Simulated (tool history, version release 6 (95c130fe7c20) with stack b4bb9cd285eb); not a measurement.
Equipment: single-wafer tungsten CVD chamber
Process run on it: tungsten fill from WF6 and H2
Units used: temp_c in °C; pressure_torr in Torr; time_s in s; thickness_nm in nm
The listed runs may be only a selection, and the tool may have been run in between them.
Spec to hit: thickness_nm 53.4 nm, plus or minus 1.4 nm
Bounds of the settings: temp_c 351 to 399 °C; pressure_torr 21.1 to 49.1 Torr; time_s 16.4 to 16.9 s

run  hour  temp_c  pressure_torr  time_s  thickness_nm
  1     0     375           35.1    16.4        30.962
  2   3.2     375           35.1    16.4         31.13
  3  10.8     375           38.3    16.4        31.715
  4  13.3     382           39.2    16.5        38.478
  5  22.1     386           39.4    16.5        41.955
  6  28.2     389           39.5    16.5        44.702
  7  36.5     391           39.6    16.5        47.068
  8  45.2     393           39.7    16.5        49.595
  9  48.2     394           39.7    16.5        50.131
 10  54.8     395           39.7    16.5        51.501

Of the 5 settings listed for the next run, only one would bring every result within its allowed miss of target. Which one?
  A  61.4     399           39.1    16.9             ?
  B  61.4     399           38.9    16.9             ?
  C  61.4     399           40.7    16.4             ?
  D  61.4     395           40.2    16.9             ?
  E  61.4     399             39    16.9             ?

move  thickness_nm
   A        56.679
   B        56.572
   C        55.816
   D        52.706
   E        56.626
A: takes the result that was furthest off past its target
B: takes the result that was furthest off past its target
C: takes the result that was furthest off past its target
D: hits every target within its allowed miss
E: takes the result that was furthest off past its target
The move that meets every target is D.

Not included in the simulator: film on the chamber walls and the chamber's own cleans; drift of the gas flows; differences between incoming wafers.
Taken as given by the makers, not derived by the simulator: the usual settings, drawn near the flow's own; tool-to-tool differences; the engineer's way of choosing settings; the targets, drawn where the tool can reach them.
